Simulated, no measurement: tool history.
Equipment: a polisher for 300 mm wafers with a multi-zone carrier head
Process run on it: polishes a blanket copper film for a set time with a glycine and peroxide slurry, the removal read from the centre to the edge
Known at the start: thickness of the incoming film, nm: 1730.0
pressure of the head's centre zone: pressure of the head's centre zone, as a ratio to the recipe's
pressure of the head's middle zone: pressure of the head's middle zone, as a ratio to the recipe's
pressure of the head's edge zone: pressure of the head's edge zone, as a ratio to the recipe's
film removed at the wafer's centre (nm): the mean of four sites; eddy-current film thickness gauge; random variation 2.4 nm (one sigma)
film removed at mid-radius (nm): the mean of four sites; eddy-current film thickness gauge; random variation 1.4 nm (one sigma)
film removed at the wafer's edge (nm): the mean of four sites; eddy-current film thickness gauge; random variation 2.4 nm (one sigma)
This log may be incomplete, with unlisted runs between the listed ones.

| run | hour | flow of slurry (ml/min) | pressure of the head's centre zone | pressure of the head's middle zone | pressure of the head's edge zone | polishing time (s) | film removed at the wafer's centre (nm) | film removed at mid-radius (nm) | film removed at the wafer's edge (nm) |
|---|---|---|---|---|---|---|---|---|---|
| 1 | 0 | 205 | 1 | 1 | 1 | 49 | 233.48 | 232.62 | 227.77 |
| 2 | 6.2 | 205 | 1 | 1 | 1 | 40 | 187.93 | 190.3 | 191.88 |
| 3 | 8.9 | 205 | 1.05 | 1 | 1 | 40 | 200.26 | 191.94 | 188.46 |
| 4 | 16.1 | 205 | 1.05 | 1 | 1 | 32 | 158.67 | 151.74 | 150.14 |
| 5 | 20.4 | 210 | 1.03 | 1 | 1.02 | 33 | 160.82 | 159.36 | 157.82 |
| 6 | 26.2 | 210 | 1.03 | 1 | 1.02 | 28 | 138.11 | 134.58 | 132.83 |
| 7 | 29.1 | 205 | 1.01 | 0.99 | 1.03 | 30 | 143.43 | 140.72 | 142.23 |
| 8 | 33.2 | 200 | 0.99 | 0.99 | 1.04 | 32 | 150.35 | 150.83 | 153.91 |
| 9 | 38.4 | 200 | 0.99 | 0.99 | 1.04 | 32 | 149.12 | 150.98 | 154.75 |
| 10 | 43.8 | 195 | 0.98 | 0.99 | 1.05 | 33 | 150.65 | 153.44 | 160.32 |
| 11 | 45.2 | 190 | 0.97 | 0.99 | 1.06 | 34 | 151.49 | 158.26 | 162.06 |

Run 12 is up next; what results do you expect?
| 12 | 51.3 | 190 | 0.97 | 0.99 | 1.06 | 34 | ? | ? | ? |

{"run 12": {"film removed at the wafer's centre (nm)": 154.49, "film removed at mid-radius (nm)": 157.77, "film removed at the wafer's edge (nm)": 166}}
